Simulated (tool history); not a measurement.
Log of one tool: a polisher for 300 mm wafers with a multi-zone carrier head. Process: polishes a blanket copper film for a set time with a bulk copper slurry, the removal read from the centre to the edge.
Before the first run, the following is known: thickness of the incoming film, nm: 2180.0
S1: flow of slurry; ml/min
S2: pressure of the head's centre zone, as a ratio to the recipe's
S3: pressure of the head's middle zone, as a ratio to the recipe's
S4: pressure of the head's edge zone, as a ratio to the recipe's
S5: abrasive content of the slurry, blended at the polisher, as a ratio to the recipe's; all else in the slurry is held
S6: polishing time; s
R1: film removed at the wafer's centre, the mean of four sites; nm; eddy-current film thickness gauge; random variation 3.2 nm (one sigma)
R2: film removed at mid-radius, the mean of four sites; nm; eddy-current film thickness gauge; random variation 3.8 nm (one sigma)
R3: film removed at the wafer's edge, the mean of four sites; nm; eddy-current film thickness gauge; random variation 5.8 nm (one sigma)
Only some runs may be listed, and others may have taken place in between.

run 1 day=0 | S1=320 S2=1 S3=1 S4=1 S5=1 S6=53 | R1=497.52 R2=487.27 R3=502.95
run 2 day=0.138 | S1=315 S2=1 S3=0.95 S4=0.98 S5=0.85 S6=52 | R1=466.09 R2=444.1 R3=472.4
run 3 day=0.467 | S1=310 S2=1.01 S3=0.91 S4=0.97 S5=0.75 S6=51 | R1=444.34 R2=405.58 R3=440.69
run 4 day=0.617 | S1=305 S2=1.02 S3=0.88 S4=0.97 S5=0.7 S6=51 | R1=439.42 R2=401.85 R3=435.12
run 5 day=0.917 | S1=305 S2=1.02 S3=0.88 S4=0.97 S5=0.7 S6=60 | R1=519.23 R2=454.17 R3=506.83
run 6 day=1.271 | S1=305 S2=1.02 S3=0.84 S4=0.97 S5=0.7 S6=60 | R1=516.37 R2=444.86 R3=505.08
run 7 day=1.583 | S1=300 S2=1.04 S3=0.83 S4=0.98 S5=0.65 S6=57 | R1=501.93 R2=416.94 R3=488.32
run 8 day=1.712 | S1=290 S2=1.03 S3=0.81 S4=0.91 S5=0.5 S6=48 | R1=385.33 R2=319.6 R3=366.05
run 9 day=1.738 | S1=300 S2=1.04 S3=0.82 S4=0.94 S5=0.5 S6=48 | R1=396.43 R2=320.38 R3=376.6
run 10 day=1.85 | S1=305 S2=1.04 S3=0.84 S4=0.96 S5=0.5 S6=48 | R1=389.46 R2=334.45 R3=377.92
run 11 day=1.904 | S1=305 S2=1.05 S3=0.84 S4=0.98 S5=0.5 S6=48 | R1=395.98 R2=328.39 R3=391.15

Forecast run 12:
run 12 day=2.25 | S1=310 S2=1.06 S3=0.85 S4=0.98 S5=0.5 S6=48 | R1=? R2=? R3=?

{"run 12": {"R1": 398.53, "R2": 338.01, "R3": 389.34}}
